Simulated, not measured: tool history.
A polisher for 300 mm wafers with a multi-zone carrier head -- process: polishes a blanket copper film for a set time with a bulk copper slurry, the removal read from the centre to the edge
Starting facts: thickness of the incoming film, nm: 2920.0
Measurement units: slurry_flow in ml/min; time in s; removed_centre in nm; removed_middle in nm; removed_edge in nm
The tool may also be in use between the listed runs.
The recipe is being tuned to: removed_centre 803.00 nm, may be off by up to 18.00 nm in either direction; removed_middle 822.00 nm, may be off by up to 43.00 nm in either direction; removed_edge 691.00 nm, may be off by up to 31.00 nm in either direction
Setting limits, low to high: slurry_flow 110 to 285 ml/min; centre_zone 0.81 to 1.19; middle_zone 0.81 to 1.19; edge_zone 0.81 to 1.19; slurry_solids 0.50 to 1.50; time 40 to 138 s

run 1 hour=0.0 | slurry_flow=180 centre_zone=1.00 middle_zone=1.00 edge_zone=1.00 slurry_solids=1.00 time=88 | removed_centre=918.94 removed_middle=942.52 removed_edge=913.92
run 2 hour=3.3 | slurry_flow=180 centre_zone=1.01 middle_zone=1.01 edge_zone=0.97 slurry_solids=0.90 time=87 | removed_centre=910.69 removed_middle=948.76 removed_edge=881.07
run 3 hour=6.1 | slurry_flow=180 centre_zone=1.01 middle_zone=1.01 edge_zone=0.92 slurry_solids=0.90 time=87 | removed_centre=912.55 removed_middle=940.79 removed_edge=860.35
run 4 hour=14.6 | slurry_flow=180 centre_zone=0.98 middle_zone=1.01 edge_zone=0.92 slurry_solids=0.90 time=87 | removed_centre=882.45 removed_middle=943.04 removed_edge=856.03
run 5 hour=15.1 | slurry_flow=225 centre_zone=0.98 middle_zone=1.01 edge_zone=0.92 slurry_solids=0.90 time=87 | removed_centre=907.98 removed_middle=964.43 removed_edge=870.34
run 6 hour=17.6 | slurry_flow=225 centre_zone=0.98 middle_zone=0.97 edge_zone=0.92 slurry_solids=0.90 time=87 | removed_centre=896.67 removed_middle=943.00 removed_edge=888.61
run 7 hour=20.7 | slurry_flow=220 centre_zone=0.99 middle_zone=0.98 edge_zone=0.90 slurry_solids=0.85 time=85 | removed_centre=882.20 removed_middle=904.56 removed_edge=823.08
run 8 hour=23.2 | slurry_flow=215 centre_zone=0.99 middle_zone=0.98 edge_zone=0.88 slurry_solids=0.80 time=85 | removed_centre=880.52 removed_middle=884.67 removed_edge=806.70
run 9 hour=30.2 | slurry_flow=210 centre_zone=0.98 middle_zone=0.99 edge_zone=0.87 slurry_solids=0.75 time=85 | removed_centre=837.82 removed_middle=874.39 removed_edge=791.12
run 10 hour=36.3 | slurry_flow=210 centre_zone=0.99 middle_zone=1.00 edge_zone=0.86 slurry_solids=0.70 time=85 | removed_centre=844.88 removed_middle=864.91 removed_edge=766.58
run 11 hour=39.1 | slurry_flow=205 centre_zone=0.99 middle_zone=1.01 edge_zone=0.85 slurry_solids=0.65 time=85 | removed_centre=829.67 removed_middle=866.02 removed_edge=763.33
run 12 hour=43.5 | slurry_flow=205 centre_zone=0.99 middle_zone=1.01 edge_zone=0.85 slurry_solids=0.65 time=85 | removed_centre=836.27 removed_middle=870.15 removed_edge=746.57
run 13 hour=44.7 | slurry_flow=200 centre_zone=0.99 middle_zone=1.01 edge_zone=0.84 slurry_solids=0.65 time=85 | removed_centre=830.01 removed_middle=857.51 removed_edge=755.26

5 next moves are on the table. One of them brings every result within its allowed miss. Which?
run A hour=45.9 | slurry_flow=175 centre_zone=0.96 middle_zone=0.90 edge_zone=0.90 slurry_solids=0.60 time=88 | removed_centre=? removed_middle=? removed_edge=?
run B hour=45.9 | slurry_flow=260 centre_zone=1.13 middle_zone=1.17 edge_zone=0.81 slurry_solids=0.55 time=80 | removed_centre=? removed_middle=? removed_edge=?
run C hour=45.9 | slurry_flow=250 centre_zone=1.03 middle_zone=1.05 edge_zone=0.83 slurry_solids=0.55 time=79 | removed_centre=? removed_middle=? removed_edge=?
run D hour=45.9 | slurry_flow=240 centre_zone=1.11 middle_zone=1.07 edge_zone=0.81 slurry_solids=0.50 time=81 | removed_centre=? removed_middle=? removed_edge=?
run E hour=45.9 | slurry_flow=130 centre_zone=0.91 middle_zone=0.84 edge_zone=0.98 slurry_solids=1.00 time=89 | removed_centre=? removed_middle=? removed_edge=?

move=A removed_centre=785.88 removed_middle=757.85 removed_edge=771.83
move=B removed_centre=883.80 removed_middle=894.73 removed_edge=683.95
move=C removed_centre=790.23 removed_middle=801.93 removed_edge=681.34
move=D removed_centre=851.92 removed_middle=814.81 removed_edge=674.92
move=E removed_centre=780.39 removed_middle=757.24 removed_edge=865.77
A: moves away from the targets compared with the last run
B: the worst result of the last run now meets its target, but another is out of spec
C: each result inside its tolerance
D: the worst result of the last run now meets its target, but another is out of spec
E: moves away from the targets compared with the last run
Correct choice: C, which meets every target

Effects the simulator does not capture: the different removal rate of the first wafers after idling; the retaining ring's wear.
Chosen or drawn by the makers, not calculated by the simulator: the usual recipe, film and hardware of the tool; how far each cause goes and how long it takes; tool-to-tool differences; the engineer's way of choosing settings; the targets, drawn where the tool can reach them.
